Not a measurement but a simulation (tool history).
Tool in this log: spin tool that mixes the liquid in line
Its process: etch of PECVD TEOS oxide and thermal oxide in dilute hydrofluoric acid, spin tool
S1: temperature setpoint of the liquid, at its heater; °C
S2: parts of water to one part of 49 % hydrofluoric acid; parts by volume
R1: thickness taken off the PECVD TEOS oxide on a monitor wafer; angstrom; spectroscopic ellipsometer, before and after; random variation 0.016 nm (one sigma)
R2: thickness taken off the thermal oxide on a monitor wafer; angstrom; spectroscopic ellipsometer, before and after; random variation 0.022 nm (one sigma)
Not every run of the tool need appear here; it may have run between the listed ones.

{"run": 1, "hour": 0.0, "S1": 24, "S2": 50, "time under the liquid (s)": 30, "R1": 57.112, "R2": 33.319}
{"run": 2, "hour": 1.9, "S1": 24, "S2": 60, "time under the liquid (s)": 30, "R1": 46.413, "R2": 27.825}
{"run": 3, "hour": 4.4, "S1": 24, "S2": 60, "time under the liquid (s)": 45, "R1": 70.073, "R2": 40.426}
{"run": 4, "hour": 11.2, "S1": 22.5, "S2": 65, "time under the liquid (s)": 45, "R1": 59.968, "R2": 35.144}
{"run": 5, "hour": 17.4, "S1": 25, "S2": 65, "time under the liquid (s)": 45, "R1": 66.59, "R2": 39.268}
{"run": 6, "hour": 18.1, "S1": 23.5, "S2": 65, "time under the liquid (s)": 45, "R1": 62.736, "R2": 36.966}
{"run": 7, "hour": 25.4, "S1": 22, "S2": 65, "time under the liquid (s)": 45, "R1": 58.675, "R2": 34.868}
{"run": 8, "hour": 26.8, "S1": 21, "S2": 65, "time under the liquid (s)": 45, "R1": 56.484, "R2": 34.21}
{"run": 9, "hour": 35.7, "S1": 20.5, "S2": 70, "time under the liquid (s)": 45, "R1": 51.171, "R2": 30.284}
{"run": 10, "hour": 37.5, "S1": 20, "S2": 70, "time under the liquid (s)": 45, "R1": 50.023, "R2": 29.491}
{"run": 11, "hour": 44.4, "S1": 19.5, "S2": 70, "time under the liquid (s)": 45, "R1": 49.023, "R2": 28.651}
{"run": 12, "hour": 53.2, "S1": 19, "S2": 70, "time under the liquid (s)": 45, "R1": 47.916, "R2": 28.159}
{"run": 13, "hour": 55.1, "S1": 18.5, "S2": 70, "time under the liquid (s)": 45, "R1": 47.172, "R2": 27.945}

Run 14 is up next; what results do you expect?
{"run": 14, "hour": 59.0, "S1": 18, "S2": 70, "time under the liquid (s)": 45, "R1": "?", "R2": "?"}

Run 14 gave R1 46.214 angstrom, R2 27.278 angstrom.

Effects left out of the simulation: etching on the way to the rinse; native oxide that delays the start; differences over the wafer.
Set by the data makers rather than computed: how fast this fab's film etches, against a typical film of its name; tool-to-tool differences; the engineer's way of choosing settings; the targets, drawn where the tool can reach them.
